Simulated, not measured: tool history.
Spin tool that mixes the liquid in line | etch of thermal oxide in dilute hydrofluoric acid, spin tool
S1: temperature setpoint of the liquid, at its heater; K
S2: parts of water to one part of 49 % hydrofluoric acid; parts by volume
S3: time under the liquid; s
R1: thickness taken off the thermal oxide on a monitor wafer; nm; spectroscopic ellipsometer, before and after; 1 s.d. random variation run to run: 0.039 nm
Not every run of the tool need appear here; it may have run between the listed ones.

| run | day | S1 | S2 | S3 | R1 |
|---|---|---|---|---|---|
| 1 | 0.000 | 299.15 | 125 | 205 | 7.8381 |
| 2 | 0.175 | 298.15 | 125 | 205 | 7.5445 |
| 3 | 0.483 | 298.15 | 125 | 205 | 7.5491 |
| 4 | 0.783 | 298.15 | 125 | 220 | 8.1809 |
| 5 | 1.075 | 298.15 | 95 | 220 | 10.9660 |
| 6 | 1.233 | 296.65 | 100 | 220 | 9.9377 |
| 7 | 1.479 | 295.65 | 105 | 220 | 9.1148 |

What does the tool deliver on the next run?
| 8 | 1.783 | 294.65 | 110 | 220 | ? |

R1: 8.2170 nm

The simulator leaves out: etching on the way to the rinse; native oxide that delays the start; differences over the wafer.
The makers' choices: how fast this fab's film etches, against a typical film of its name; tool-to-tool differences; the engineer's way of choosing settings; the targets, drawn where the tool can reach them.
